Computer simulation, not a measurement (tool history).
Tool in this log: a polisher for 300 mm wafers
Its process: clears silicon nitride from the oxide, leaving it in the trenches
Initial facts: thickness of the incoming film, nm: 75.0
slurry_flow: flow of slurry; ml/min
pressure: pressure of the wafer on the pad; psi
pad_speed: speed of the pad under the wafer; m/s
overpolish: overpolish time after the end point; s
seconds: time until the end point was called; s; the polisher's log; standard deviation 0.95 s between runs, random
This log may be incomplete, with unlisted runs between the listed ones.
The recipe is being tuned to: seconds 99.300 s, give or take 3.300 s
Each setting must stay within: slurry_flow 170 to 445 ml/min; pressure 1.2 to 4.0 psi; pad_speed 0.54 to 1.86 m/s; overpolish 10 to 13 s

run,day,slurry_flow,pressure,pad_speed,overpolish,seconds
1,0.000,285,2.6,1.18,13,66.941
2,0.329,285,2.2,1.18,13,74.183
3,0.492,285,2.1,1.18,13,74.576
4,0.596,285,2.0,1.18,13,77.977
5,0.654,285,1.9,1.18,13,79.868
6,0.712,285,1.8,1.18,13,81.683
7,0.938,285,1.7,1.18,13,84.668
8,1.279,285,1.6,1.18,13,87.767
9,1.408,285,1.6,1.18,13,87.912
10,1.567,285,1.4,1.18,13,94.037

5 next moves are on the table. One of them brings every result within its allowed miss. Which?
A,1.725,215,2.1,0.92,12,?
B,1.725,290,1.6,1.20,11,?
C,1.725,280,1.4,1.18,13,?
D,1.725,270,1.4,1.28,10,?
E,1.725,320,1.5,1.20,10,?

move,seconds
A,98.683
B,85.747
C,93.427
D,86.638
E,87.811
A: each result inside its tolerance
B: the biggest miss grows against the last run
C: the biggest miss grows against the last run
D: the biggest miss grows against the last run
E: the biggest miss grows against the last run
The move that meets every target is A.
